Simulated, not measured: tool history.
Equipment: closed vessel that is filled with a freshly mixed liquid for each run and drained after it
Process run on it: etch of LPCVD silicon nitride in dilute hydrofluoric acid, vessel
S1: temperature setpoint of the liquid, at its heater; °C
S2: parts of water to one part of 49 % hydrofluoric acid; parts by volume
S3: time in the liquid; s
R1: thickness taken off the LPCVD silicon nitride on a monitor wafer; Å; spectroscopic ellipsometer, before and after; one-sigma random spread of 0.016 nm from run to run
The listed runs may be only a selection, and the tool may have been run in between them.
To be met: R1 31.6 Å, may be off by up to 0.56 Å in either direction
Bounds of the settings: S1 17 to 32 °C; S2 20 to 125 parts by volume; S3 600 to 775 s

run 1 hour=0 | S1=24 S2=70 S3=775 | R1=49.454
run 2 hour=8.6 | S1=24 S2=70 S3=775 | R1=49.385
run 3 hour=13 | S1=23 S2=70 S3=775 | R1=46.18
run 4 hour=19.5 | S1=22 S2=70 S3=775 | R1=43.372
run 5 hour=22.5 | S1=21 S2=70 S3=775 | R1=40.381
run 6 hour=23.1 | S1=21 S2=50 S3=775 | R1=56.262
run 7 hour=28.8 | S1=21 S2=50 S3=775 | R1=56.165
run 8 hour=36.9 | S1=20.5 S2=55 S3=775 | R1=49.558
run 9 hour=42.9 | S1=20 S2=55 S3=775 | R1=47.582
run 10 hour=44.7 | S1=19.5 S2=55 S3=775 | R1=45.856
run 11 hour=46.4 | S1=19 S2=55 S3=775 | R1=44.277
run 12 hour=48 | S1=18.5 S2=55 S3=775 | R1=43.338
run 13 hour=54.8 | S1=18 S2=55 S3=775 | R1=41.738

5 candidate next runs follow, results not yet known. Just one meets every target within its allowed miss. Identify it.
run A hour=61.6 | S1=18.5 S2=60 S3=615 | R1=?
run B hour=61.6 | S1=19 S2=45 S3=775 | R1=?
run C hour=61.6 | S1=18 S2=60 S3=750 | R1=?
run D hour=61.6 | S1=17 S2=45 S3=610 | R1=?
run E hour=61.6 | S1=19.5 S2=75 S3=645 | R1=?

move=A R1=31.383
move=B R1=54.155
move=C R1=36.953
move=D R1=37.007
move=E R1=28.395
A: every result within its allowed miss
B: moves away from the targets compared with the last run
C: nearer the targets than the last run, but a result is still out of spec
D: nearer the targets than the last run, but a result is still out of spec
E: the result that was furthest off in the last run now lies on the other side of its target
So the answer is move A, the one that meets all the targets.
